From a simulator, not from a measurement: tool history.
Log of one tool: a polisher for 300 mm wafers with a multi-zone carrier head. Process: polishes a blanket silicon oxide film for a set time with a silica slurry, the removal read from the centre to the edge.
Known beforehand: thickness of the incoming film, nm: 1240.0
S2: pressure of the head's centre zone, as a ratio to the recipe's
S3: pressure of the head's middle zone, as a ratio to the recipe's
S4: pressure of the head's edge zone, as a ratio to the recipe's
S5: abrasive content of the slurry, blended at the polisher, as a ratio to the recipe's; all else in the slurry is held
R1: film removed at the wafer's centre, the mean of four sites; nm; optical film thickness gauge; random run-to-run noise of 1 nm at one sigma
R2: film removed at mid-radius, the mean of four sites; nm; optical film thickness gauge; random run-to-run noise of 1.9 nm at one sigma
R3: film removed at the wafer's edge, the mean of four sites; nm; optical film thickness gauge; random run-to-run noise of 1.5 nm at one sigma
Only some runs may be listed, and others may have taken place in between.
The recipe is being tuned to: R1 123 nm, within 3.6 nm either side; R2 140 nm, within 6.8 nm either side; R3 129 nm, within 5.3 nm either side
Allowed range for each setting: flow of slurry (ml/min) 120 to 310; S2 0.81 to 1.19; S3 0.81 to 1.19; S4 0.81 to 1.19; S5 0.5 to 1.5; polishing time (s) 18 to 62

{"run": 1, "day": 0.0, "flow of slurry (ml/min)": 200, "S2": 1, "S3": 1, "S4": 1, "S5": 1, "polishing time (s)": 40, "R1": 207.93, "R2": 190.98, "R3": 192.57}
{"run": 2, "day": 0.108, "flow of slurry (ml/min)": 200, "S2": 0.93, "S3": 1, "S4": 1, "S5": 1, "polishing time (s)": 40, "R1": 190.71, "R2": 188.26, "R3": 196.99}
{"run": 3, "day": 0.229, "flow of slurry (ml/min)": 200, "S2": 1.02, "S3": 1, "S4": 1, "S5": 1, "polishing time (s)": 40, "R1": 206.43, "R2": 187.01, "R3": 194.76}
{"run": 4, "day": 0.554, "flow of slurry (ml/min)": 200, "S2": 0.99, "S3": 1, "S4": 1, "S5": 1, "polishing time (s)": 40, "R1": 204.02, "R2": 187.34, "R3": 197.73}
{"run": 5, "day": 0.758, "flow of slurry (ml/min)": 200, "S2": 0.99, "S3": 1, "S4": 1, "S5": 1.15, "polishing time (s)": 40, "R1": 215.52, "R2": 194.82, "R3": 208.13}
{"run": 6, "day": 0.788, "flow of slurry (ml/min)": 200, "S2": 0.99, "S3": 1, "S4": 1.06, "S5": 1.15, "polishing time (s)": 40, "R1": 216.99, "R2": 203.68, "R3": 214.47}
{"run": 7, "day": 1.108, "flow of slurry (ml/min)": 195, "S2": 0.96, "S3": 1.03, "S4": 1.02, "S5": 0.95, "polishing time (s)": 38, "R1": 186.42, "R2": 176.77, "R3": 179.53}
{"run": 8, "day": 1.221, "flow of slurry (ml/min)": 195, "S2": 0.92, "S3": 1.05, "S4": 1.04, "S5": 0.8, "polishing time (s)": 36, "R1": 153.21, "R2": 161, "R3": 160.73}
{"day": 1.5, "done": "centre zone pressure recalibrated"}
{"run": 9, "day": 1.5, "flow of slurry (ml/min)": 185, "S2": 0.9, "S3": 1.06, "S4": 1.01, "S5": 0.7, "polishing time (s)": 36, "R1": 133.75, "R2": 148.37, "R3": 151.29}
{"run": 10, "day": 1.871, "flow of slurry (ml/min)": 185, "S2": 0.9, "S3": 1.06, "S4": 1.01, "S5": 0.7, "polishing time (s)": 36, "R1": 132.08, "R2": 151.87, "R3": 147.09}
{"run": 11, "day": 2.154, "flow of slurry (ml/min)": 180, "S2": 0.92, "S3": 1.06, "S4": 0.98, "S5": 0.7, "polishing time (s)": 36, "R1": 135.11, "R2": 151, "R3": 149.09}
{"run": 12, "day": 2.525, "flow of slurry (ml/min)": 185, "S2": 0.94, "S3": 1.07, "S4": 0.97, "S5": 0.65, "polishing time (s)": 35, "R1": 130.53, "R2": 143.16, "R3": 140.84}
{"run": 13, "day": 2.725, "flow of slurry (ml/min)": 185, "S2": 0.95, "S3": 1.09, "S4": 0.95, "S5": 0.65, "polishing time (s)": 35, "R1": 129.88, "R2": 146.05, "R3": 134.93}
{"run": 14, "day": 2.983, "flow of slurry (ml/min)": 150, "S2": 0.93, "S3": 1.08, "S4": 0.92, "S5": 0.6, "polishing time (s)": 35, "R1": 117.89, "R2": 133.25, "R3": 127.57}

Which single option among these 5 for the next run brings every result within its allowed miss of target? Just one does.
{"run": "A", "day": 3.242, "flow of slurry (ml/min)": 160, "S2": 0.91, "S3": 1.07, "S4": 0.95, "S5": 0.6, "polishing time (s)": 34, "R1": "?", "R2": "?", "R3": "?"}
{"run": "B", "day": 3.242, "flow of slurry (ml/min)": 210, "S2": 0.81, "S3": 1.09, "S4": 0.94, "S5": 0.5, "polishing time (s)": 39, "R1": "?", "R2": "?", "R3": "?"}
{"run": "C", "day": 3.242, "flow of slurry (ml/min)": 130, "S2": 0.9, "S3": 1.04, "S4": 0.95, "S5": 0.65, "polishing time (s)": 35, "R1": "?", "R2": "?", "R3": "?"}
{"run": "D", "day": 3.242, "flow of slurry (ml/min)": 145, "S2": 0.97, "S3": 1.14, "S4": 0.98, "S5": 0.5, "polishing time (s)": 39, "R1": "?", "R2": "?", "R3": "?"}
{"run": "E", "day": 3.242, "flow of slurry (ml/min)": 155, "S2": 0.87, "S3": 1.06, "S4": 0.89, "S5": 0.5, "polishing time (s)": 39, "R1": "?", "R2": "?", "R3": "?"}

move=A R1=113.79 R2=129.84 R3=121.93
move=B R1=111.69 R2=144.83 R3=131.53
move=C R1=114.21 R2=129.48 R3=126.27
move=D R1=124.27 R2=140.64 R3=127.51
move=E R1=113.1 R2=134.12 R3=123.58
A: lands further from the targets than the last run did
B: lands further from the targets than the last run did
C: lands further from the targets than the last run did
D: all results in spec
E: lands further from the targets than the last run did
Correct choice: D, which meets every target

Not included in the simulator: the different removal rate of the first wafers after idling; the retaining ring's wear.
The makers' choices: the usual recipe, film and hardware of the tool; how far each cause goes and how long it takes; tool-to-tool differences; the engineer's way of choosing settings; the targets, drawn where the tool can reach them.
